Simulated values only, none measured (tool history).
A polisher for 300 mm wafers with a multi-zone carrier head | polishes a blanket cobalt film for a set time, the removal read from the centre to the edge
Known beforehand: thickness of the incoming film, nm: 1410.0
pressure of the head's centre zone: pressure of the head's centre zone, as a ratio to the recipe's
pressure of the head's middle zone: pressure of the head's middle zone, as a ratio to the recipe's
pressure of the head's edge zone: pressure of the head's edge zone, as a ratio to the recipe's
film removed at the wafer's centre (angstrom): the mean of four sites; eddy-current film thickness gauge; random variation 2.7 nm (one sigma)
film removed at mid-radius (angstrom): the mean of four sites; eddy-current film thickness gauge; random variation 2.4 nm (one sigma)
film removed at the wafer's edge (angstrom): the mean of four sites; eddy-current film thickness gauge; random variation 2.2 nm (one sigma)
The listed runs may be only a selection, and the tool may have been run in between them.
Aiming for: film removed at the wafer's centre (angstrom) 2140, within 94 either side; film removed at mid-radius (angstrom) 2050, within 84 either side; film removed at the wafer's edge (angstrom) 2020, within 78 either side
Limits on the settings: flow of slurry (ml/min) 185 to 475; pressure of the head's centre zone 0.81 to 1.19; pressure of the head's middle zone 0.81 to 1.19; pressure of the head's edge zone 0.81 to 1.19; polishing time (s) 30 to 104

| run | hour | flow of slurry (ml/min) | pressure of the head's centre zone | pressure of the head's middle zone | pressure of the head's edge zone | polishing time (s) | film removed at the wafer's centre (angstrom) | film removed at mid-radius (angstrom) | film removed at the wafer's edge (angstrom) |
|---|---|---|---|---|---|---|---|---|---|
| 1 | 0 | 305 | 1 | 1 | 1 | 67 | 3512.5 | 3508.3 | 3504.2 |
| 2 | 7.9 | 305 | 1 | 0.99 | 0.97 | 59 | 3198.4 | 3107.2 | 3106.6 |
| 3 | 15.9 | 305 | 1 | 0.99 | 0.97 | 44 | 2357.8 | 2297.1 | 2310.4 |
| 4 | 22 | 305 | 1 | 0.99 | 0.96 | 43 | 2292.4 | 2278.1 | 2207.9 |
| 5 | 27.3 | 305 | 0.95 | 0.99 | 0.96 | 43 | 2189.9 | 2266.2 | 2224.4 |
| 6 | 29.5 | 305 | 0.95 | 0.99 | 0.96 | 30 | 1505.2 | 1561.4 | 1570.2 |
| 7 | 35.7 | 305 | 0.98 | 1.01 | 0.98 | 32 | 1667.3 | 1704.6 | 1689.8 |
| 8 | 38.4 | 310 | 1.08 | 1.09 | 1.08 | 33 | 1896.4 | 1839.5 | 1812.2 |
| 9 | 46.7 | 310 | 1.08 | 1.09 | 1.08 | 34 | 1966.3 | 1933 | 1864.8 |
| 10 | 53.4 | 310 | 1.09 | 1.09 | 1.09 | 35 | 2081.3 | 1985 | 1942.4 |
| 11 | 61.5 | 310 | 1.09 | 1.09 | 1.1 | 35 | 2051.3 | 1991.2 | 1918.4 |

Of the 4 settings listed for the next run, only one would bring every result within its allowed miss of target. Which one?
| A | 69.6 | 285 | 1.09 | 1.01 | 1.09 | 36 | ? | ? | ? |
| B | 69.6 | 325 | 1.19 | 1.19 | 1.08 | 33 | ? | ? | ? |
| C | 69.6 | 305 | 1.12 | 1.12 | 1.17 | 35 | ? | ? | ? |
| D | 69.6 | 280 | 1.11 | 1.12 | 1.06 | 33 | ? | ? | ? |

| move | film removed at the wafer's centre (angstrom) | film removed at mid-radius (angstrom) | film removed at the wafer's edge (angstrom) |
|---|---|---|---|
| A | 2064.7 | 1904.9 | 1965.4 |
| B | 2098.7 | 2033.3 | 1806 |
| C | 2079.7 | 2035.4 | 1988.5 |
| D | 1925.3 | 1903.5 | 1771.6 |
A: puts the biggest miss on target and leaves a different result outside tolerance
B: misses by more than the last run did
C: meets every target
D: misses by more than the last run did
C is the move that brings every result within its allowed miss.

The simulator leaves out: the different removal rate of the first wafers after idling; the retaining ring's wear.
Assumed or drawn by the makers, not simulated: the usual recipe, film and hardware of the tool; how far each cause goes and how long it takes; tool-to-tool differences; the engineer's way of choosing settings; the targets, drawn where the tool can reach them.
